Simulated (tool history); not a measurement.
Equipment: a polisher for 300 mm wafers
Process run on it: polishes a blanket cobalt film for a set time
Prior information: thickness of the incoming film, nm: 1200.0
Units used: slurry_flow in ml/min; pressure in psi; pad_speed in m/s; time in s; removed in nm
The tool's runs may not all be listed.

| run | hour | slurry_flow | pressure | pad_speed | time | removed |
|---|---|---|---|---|---|---|
| 1 | 0 | 150 | 1.6 | 1.04 | 20 | 88.375 |
| 2 | 8.8 | 180 | 1.6 | 1.04 | 20 | 92.262 |
| 3 | 11.6 | 195 | 1.6 | 1.04 | 20 | 92.615 |
| 4 | 19.4 | 195 | 1.6 | 1.04 | 20 | 93.867 |
| 5 | 25 | 195 | 1.6 | 0.8 | 20 | 71.544 |
| 6 | 25.7 | 200 | 1.6 | 0.8 | 20 | 73.01 |

Estimate the outcome of run 7 from the log above:
| 7 | 28.4 | 205 | 1.6 | 0.8 | 20 | ? |

Run 7 gave removed 73.679 nm.

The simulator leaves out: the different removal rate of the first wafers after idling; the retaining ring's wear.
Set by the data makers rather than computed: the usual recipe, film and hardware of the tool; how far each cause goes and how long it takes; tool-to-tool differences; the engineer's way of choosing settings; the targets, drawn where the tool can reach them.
